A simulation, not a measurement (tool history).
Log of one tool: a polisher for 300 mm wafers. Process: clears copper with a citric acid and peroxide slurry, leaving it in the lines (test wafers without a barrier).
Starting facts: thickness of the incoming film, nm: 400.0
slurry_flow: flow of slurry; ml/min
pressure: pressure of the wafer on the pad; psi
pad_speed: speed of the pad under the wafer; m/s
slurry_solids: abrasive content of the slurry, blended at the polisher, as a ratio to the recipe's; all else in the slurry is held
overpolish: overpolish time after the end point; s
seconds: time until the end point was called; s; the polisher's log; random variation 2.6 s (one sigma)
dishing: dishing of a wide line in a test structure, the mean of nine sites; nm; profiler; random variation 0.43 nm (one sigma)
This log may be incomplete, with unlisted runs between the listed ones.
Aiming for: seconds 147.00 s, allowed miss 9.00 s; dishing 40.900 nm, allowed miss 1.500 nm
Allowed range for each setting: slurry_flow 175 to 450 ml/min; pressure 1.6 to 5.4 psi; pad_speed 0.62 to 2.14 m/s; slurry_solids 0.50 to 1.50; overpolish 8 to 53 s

run,day,slurry_flow,pressure,pad_speed,slurry_solids,overpolish,seconds,dishing
1,0.000,290,3.5,1.38,1.00,27,123.58,56.103
2,0.321,290,3.4,1.38,1.00,26,132.89,53.897
3,0.354,290,3.4,1.38,1.15,26,123.28,54.492
4,0.571,290,3.4,1.38,1.15,15,125.57,35.004
5,0.908,290,3.4,1.38,1.00,15,130.28,33.258
6,0.996,360,3.4,1.38,1.00,15,132.28,34.030
7,1.362,360,3.3,1.38,1.00,17,133.75,36.974
8,1.638,360,3.2,1.38,1.00,18,134.49,38.063
9,1.875,360,3.1,1.38,1.00,19,140.26,38.579

Of the 4 settings listed for the next run, only one would bring every result within its allowed miss of target. Which one?
A,2.112,445,3.2,1.22,1.05,21,?,?
B,2.112,355,2.8,1.46,0.80,20,?,?
C,2.112,345,3.0,1.32,1.00,20,?,?
D,2.112,330,3.2,1.42,1.05,17,?,?

move,seconds,dishing
A,143.35,40.752
B,150.85,37.184
C,145.55,38.474
D,128.24,37.444
A: in spec on every target
B: further off than the last run
C: just as far off the targets as the last run
D: further off than the last run
Correct choice: A, which meets every target
